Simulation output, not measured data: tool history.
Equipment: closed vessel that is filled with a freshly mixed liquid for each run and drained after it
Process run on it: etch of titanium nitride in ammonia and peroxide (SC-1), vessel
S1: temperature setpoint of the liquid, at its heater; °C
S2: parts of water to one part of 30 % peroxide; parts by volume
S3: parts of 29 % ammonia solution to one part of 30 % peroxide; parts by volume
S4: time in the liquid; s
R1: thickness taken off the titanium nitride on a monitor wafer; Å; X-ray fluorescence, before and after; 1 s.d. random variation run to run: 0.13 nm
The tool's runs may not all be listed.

{"run": 1, "hour": 0.0, "S1": 50.0, "S2": 10.0, "S3": 0.4, "S4": 455, "R1": 424.68}
{"run": 2, "hour": 6.8, "S1": 47.0, "S2": 11.0, "S3": 0.4, "S4": 455, "R1": 324.68}
{"run": 3, "hour": 15.8, "S1": 45.0, "S2": 11.5, "S3": 0.4, "S4": 455, "R1": 278.77}
{"run": 4, "hour": 22.9, "S1": 45.0, "S2": 13.0, "S3": 0.4, "S4": 455, "R1": 256.74}
{"run": 5, "hour": 26.4, "S1": 43.5, "S2": 13.5, "S3": 0.4, "S4": 455, "R1": 226.4}
{"run": 6, "hour": 27.2, "S1": 47.5, "S2": 13.5, "S3": 0.4, "S4": 455, "R1": 303.28}
{"run": 7, "hour": 30.2, "S1": 45.0, "S2": 13.5, "S3": 0.4, "S4": 455, "R1": 251.28}

What does the tool deliver on the next run?
{"run": 8, "hour": 39.0, "S1": 43.5, "S2": 13.5, "S3": 0.4, "S4": 455, "R1": "?"}

R1: 224.08 Å

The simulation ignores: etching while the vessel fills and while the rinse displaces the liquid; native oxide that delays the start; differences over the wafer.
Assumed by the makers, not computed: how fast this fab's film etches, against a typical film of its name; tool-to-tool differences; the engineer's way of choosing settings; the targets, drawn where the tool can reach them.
